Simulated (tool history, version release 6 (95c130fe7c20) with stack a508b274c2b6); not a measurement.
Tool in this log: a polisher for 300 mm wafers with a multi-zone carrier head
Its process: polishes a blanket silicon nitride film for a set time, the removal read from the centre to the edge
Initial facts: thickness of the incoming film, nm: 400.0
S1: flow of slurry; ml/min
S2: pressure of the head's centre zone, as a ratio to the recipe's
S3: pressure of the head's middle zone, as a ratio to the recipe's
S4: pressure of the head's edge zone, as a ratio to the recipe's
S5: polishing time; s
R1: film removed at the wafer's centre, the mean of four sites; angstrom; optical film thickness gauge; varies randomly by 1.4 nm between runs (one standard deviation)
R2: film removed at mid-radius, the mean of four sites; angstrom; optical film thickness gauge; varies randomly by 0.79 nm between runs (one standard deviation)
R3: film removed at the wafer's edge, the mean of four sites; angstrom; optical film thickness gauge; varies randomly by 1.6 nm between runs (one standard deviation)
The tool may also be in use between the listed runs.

run  hour   S1    S2    S3    S4  S5      R1      R2      R3
  1     0  220     1     1     1  36  743.53  734.49  763.73
  2   3.8  220     1  0.95     1  36  755.55  701.02   748.4
  3   5.9  220     1  0.95  1.07  36  743.11  701.72  778.67
  4   9.4  220     1  0.95  1.15  36  760.48  706.66  819.37
  5  18.2  220  1.01  0.95  1.16  39  820.35  768.65  879.12
  6    27  220  1.01  0.95  1.12  39   828.9  769.84  866.79
  7  32.2  225  1.01  0.93  1.14  41  877.44  788.46   923.2
  8  34.6  225  1.01  0.93  1.14  41  880.39  800.31  928.75
  9  42.3  235  1.01  0.93  1.16  42  897.59  810.35  967.15
 10  51.1  245  1.02  0.94  1.17  43  940.01  863.04  990.25

Run 11, settings as shown, results not yet in. Your forecast:
 11  52.6  245  1.02  0.93  1.18  44   ?   ?   ?

Run 11 produced R1 968.98 angstrom, R2 862.3 angstrom, R3 1015.6 angstrom.

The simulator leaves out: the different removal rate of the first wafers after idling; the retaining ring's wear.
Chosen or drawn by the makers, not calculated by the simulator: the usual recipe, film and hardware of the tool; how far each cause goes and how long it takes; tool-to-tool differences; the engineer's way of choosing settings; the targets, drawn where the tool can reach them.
